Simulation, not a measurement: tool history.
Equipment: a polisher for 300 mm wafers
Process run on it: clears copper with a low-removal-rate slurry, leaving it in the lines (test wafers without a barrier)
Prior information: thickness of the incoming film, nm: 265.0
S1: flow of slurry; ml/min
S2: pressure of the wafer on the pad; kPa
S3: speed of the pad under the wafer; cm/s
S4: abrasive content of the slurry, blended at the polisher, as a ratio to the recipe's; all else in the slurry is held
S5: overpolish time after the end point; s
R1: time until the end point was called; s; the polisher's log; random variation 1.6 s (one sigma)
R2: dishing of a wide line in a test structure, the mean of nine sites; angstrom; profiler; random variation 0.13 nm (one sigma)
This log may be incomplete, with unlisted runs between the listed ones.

run    day   S1    S2   S3    S4  S5      R1      R2
  1  0.000  215  24.8   94  1.00  15  111.17  275.14
  2  0.029  215  22.8  100  1.00  13  111.28  232.62
  3  0.125  215  22.8  100  1.10  13  113.09  239.15
  4  0.296  210  20.0  110  0.95  11  122.99  190.45
  5  0.604  235  19.3  116  0.85  10  121.97  170.01
  6  0.742  255  19.3  122  0.80   9  116.62  163.87
  7  0.983  270  18.6  128  0.75   8  117.25  145.84

For run 8, what comes out?
  8  1.008  285  18.6  132  0.70   7   ?   ?

Run 8 yielded R1 110.03 s, R2 131.47 angstrom.
